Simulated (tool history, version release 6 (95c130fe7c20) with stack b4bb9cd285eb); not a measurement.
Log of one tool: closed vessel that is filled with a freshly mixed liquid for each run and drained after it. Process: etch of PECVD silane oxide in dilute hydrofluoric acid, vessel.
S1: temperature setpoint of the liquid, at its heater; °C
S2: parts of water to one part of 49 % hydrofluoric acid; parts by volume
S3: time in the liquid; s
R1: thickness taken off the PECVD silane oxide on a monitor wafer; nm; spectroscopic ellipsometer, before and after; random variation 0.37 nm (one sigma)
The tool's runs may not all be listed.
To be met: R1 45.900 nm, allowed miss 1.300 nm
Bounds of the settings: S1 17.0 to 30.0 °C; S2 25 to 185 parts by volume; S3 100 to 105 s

Run 1, day 0.000: S1 22.0 °C, S2 105 parts by volume, S3 100 s. Result: R1 17.121 nm.
Run 2, day 0.154: S1 24.0 °C, S2 105 parts by volume, S3 100 s. Result: R1 18.474 nm.
Run 3, day 0.529: S1 24.0 °C, S2 105 parts by volume, S3 105 s. Result: R1 19.470 nm.
Run 4, day 0.762: S1 24.0 °C, S2 135 parts by volume, S3 105 s. Result: R1 14.894 nm.
Run 5, day 1.017: S1 25.5 °C, S2 115 parts by volume, S3 105 s. Result: R1 18.391 nm.
Run 6, day 1.054: S1 25.5 °C, S2 100 parts by volume, S3 105 s. Result: R1 21.802 nm.
Run 7, day 1.342: S1 26.5 °C, S2 85 parts by volume, S3 105 s. Result: R1 27.685 nm.
Run 8, day 1.496: S1 27.5 °C, S2 80 parts by volume, S3 105 s. Result: R1 30.767 nm.
Run 9, day 1.692: S1 28.0 °C, S2 75 parts by volume, S3 105 s. Result: R1 33.215 nm.
Run 10, day 1.771: S1 28.5 °C, S2 70 parts by volume, S3 105 s. Result: R1 36.713 nm.
Run 11, day 1.938: S1 29.0 °C, S2 65 parts by volume, S3 105 s. Result: R1 40.567 nm.

Which of these 4 next moves meets every target?
Run A, day 2.104: S1 30.0 °C, S2 65 parts by volume, S3 105 s. Result: R1 ?.
Run B, day 2.104: S1 28.5 °C, S2 55 parts by volume, S3 100 s. Result: R1 ?.
Run C, day 2.104: S1 25.5 °C, S2 55 parts by volume, S3 105 s. Result: R1 ?.
Run D, day 2.104: S1 27.0 °C, S2 50 parts by volume, S3 105 s. Result: R1 ?.

move      R1
   A  42.717
   B  46.019
   C  42.854
   D  50.431
A: nearer than the last run, and not there yet
B: meets every target
C: nearer than the last run, and not there yet
D: takes the result that was furthest off past its target
The right move is B.
